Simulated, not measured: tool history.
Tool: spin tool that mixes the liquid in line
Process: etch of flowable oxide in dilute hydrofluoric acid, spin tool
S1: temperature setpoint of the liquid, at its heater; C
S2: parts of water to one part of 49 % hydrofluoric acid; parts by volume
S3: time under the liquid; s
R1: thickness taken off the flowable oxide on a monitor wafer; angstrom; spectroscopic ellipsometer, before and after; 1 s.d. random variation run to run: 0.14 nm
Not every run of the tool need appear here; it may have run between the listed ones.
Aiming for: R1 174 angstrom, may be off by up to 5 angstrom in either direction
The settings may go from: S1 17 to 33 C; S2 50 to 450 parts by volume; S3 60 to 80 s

run    day    S1   S2  S3      R1
  1      0    25  250  80  106.42
  2  0.354    28  250  80   118.5
  3  0.408    29  240  80  129.15
  4  0.525    29  275  80  107.67
  5  0.683    30  260  80  120.84
  6  0.758    30  310  80  95.465
  7  0.996  30.5  285  80  107.96
  8  1.338    31  265  80  120.78
  9  1.646  31.5  250  80  132.12

Which one of the following 5 next-run settings gets every result inside its allowed miss? There is exactly one.
  A  1.954    33  180  80   ?
  B  1.954    32  240  60   ?
  C  1.954  30.5  280  75   ?
  D  1.954  32.5  210  80   ?
  E  1.954    30  220  60   ?

move      R1
   A  213.77
   B  107.71
   C  104.86
   D  173.23
   E   112.6
A: moves the result that the last run missed by most past its target, out the other side
B: the biggest miss grows against the last run
C: the biggest miss grows against the last run
D: each result inside its tolerance
E: the biggest miss grows against the last run
The right move is D.
